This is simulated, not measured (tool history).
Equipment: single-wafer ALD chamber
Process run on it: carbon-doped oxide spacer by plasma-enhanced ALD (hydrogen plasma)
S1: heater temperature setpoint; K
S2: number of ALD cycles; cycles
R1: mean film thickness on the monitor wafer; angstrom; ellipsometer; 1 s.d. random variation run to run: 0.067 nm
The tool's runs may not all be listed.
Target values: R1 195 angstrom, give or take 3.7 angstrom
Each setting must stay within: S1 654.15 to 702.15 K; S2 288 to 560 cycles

run	hour	S1	S2	R1
1	0	678.15	424	226.52
2	8.5	670.15	424	227.2
3	13.1	661.15	424	227.24
4	15.9	661.15	415	222.73
5	17.9	661.15	407	218.22
6	25.5	657.15	407	218.56
7	30.1	657.15	401	215.67
8	38.7	657.15	395	209.84
9	46	657.15	392	209.52
10	47.5	657.15	388	208.29

Below are 4 possible settings for the next run. Only one of them brings all results inside the allowed miss of their targets. Which is it?
A	49	656.15	344	?
B	49	656.15	362	?
C	49	654.15	408	?
D	49	654.15	342	?

move	R1
A	182.99
B	192.57
C	217.04
D	181.93
A: moves the result that the last run missed by most past its target, out the other side
B: each result inside its tolerance
C: its largest miss is bigger than the last run's
D: moves the result that the last run missed by most past its target, out the other side
Answer: B
